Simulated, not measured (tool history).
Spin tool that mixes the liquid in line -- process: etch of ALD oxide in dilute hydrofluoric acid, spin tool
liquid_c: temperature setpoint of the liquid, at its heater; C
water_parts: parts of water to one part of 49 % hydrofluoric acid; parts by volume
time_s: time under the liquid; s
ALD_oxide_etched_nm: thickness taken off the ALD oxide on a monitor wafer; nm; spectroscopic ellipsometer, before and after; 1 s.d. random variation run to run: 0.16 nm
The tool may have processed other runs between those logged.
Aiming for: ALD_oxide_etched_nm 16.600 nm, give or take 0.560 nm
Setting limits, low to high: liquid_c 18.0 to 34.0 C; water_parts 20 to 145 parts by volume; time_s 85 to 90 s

Run 1, hour 0.0: liquid_c 26.0 C, water_parts 80 parts by volume, time_s 85 s. Result: ALD_oxide_etched_nm 19.102 nm.
Run 2, hour 6.3: liquid_c 26.0 C, water_parts 80 parts by volume, time_s 85 s. Result: ALD_oxide_etched_nm 18.780 nm.
Run 3, hour 14.2: liquid_c 26.0 C, water_parts 80 parts by volume, time_s 90 s. Result: ALD_oxide_etched_nm 20.407 nm.
Run 4, hour 18.3: liquid_c 23.5 C, water_parts 80 parts by volume, time_s 90 s. Result: ALD_oxide_etched_nm 18.208 nm.
Run 5, hour 20.1: liquid_c 23.0 C, water_parts 80 parts by volume, time_s 90 s. Result: ALD_oxide_etched_nm 17.757 nm.
Run 6, hour 25.7: liquid_c 23.0 C, water_parts 65 parts by volume, time_s 90 s. Result: ALD_oxide_etched_nm 22.308 nm.
Run 7, hour 34.5: liquid_c 22.0 C, water_parts 65 parts by volume, time_s 90 s. Result: ALD_oxide_etched_nm 21.686 nm.
Run 8, hour 42.2: liquid_c 21.5 C, water_parts 65 parts by volume, time_s 90 s. Result: ALD_oxide_etched_nm 20.986 nm.
Run 9, hour 48.3: liquid_c 21.0 C, water_parts 65 parts by volume, time_s 90 s. Result: ALD_oxide_etched_nm 20.489 nm.
Run 10, hour 51.5: liquid_c 20.5 C, water_parts 65 parts by volume, time_s 90 s. Result: ALD_oxide_etched_nm 19.886 nm.
Run 11, hour 55.1: liquid_c 20.0 C, water_parts 65 parts by volume, time_s 90 s. Result: ALD_oxide_etched_nm 20.132 nm.
Run 12, hour 59.0: liquid_c 19.5 C, water_parts 65 parts by volume, time_s 90 s. Result: ALD_oxide_etched_nm 19.537 nm.

Below are 4 possible settings for the next run. Only one of them brings all results inside the allowed miss of their targets. Which is it?
Run A, hour 62.9: liquid_c 20.5 C, water_parts 55 parts by volume, time_s 85 s. Result: ALD_oxide_etched_nm ?.
Run B, hour 62.9: liquid_c 21.0 C, water_parts 75 parts by volume, time_s 85 s. Result: ALD_oxide_etched_nm ?.
Run C, hour 62.9: liquid_c 18.5 C, water_parts 50 parts by volume, time_s 90 s. Result: ALD_oxide_etched_nm ?.
Run D, hour 62.9: liquid_c 19.5 C, water_parts 55 parts by volume, time_s 85 s. Result: ALD_oxide_etched_nm ?.

move  ALD_oxide_etched_nm
   A               22.772
   B               16.648
   C               24.503
   D               21.828
A: moves away from the targets compared with the last run
B: hits every target within its allowed miss
C: moves away from the targets compared with the last run
D: moves away from the targets compared with the last run
So the answer is move B, the one that meets all the targets.
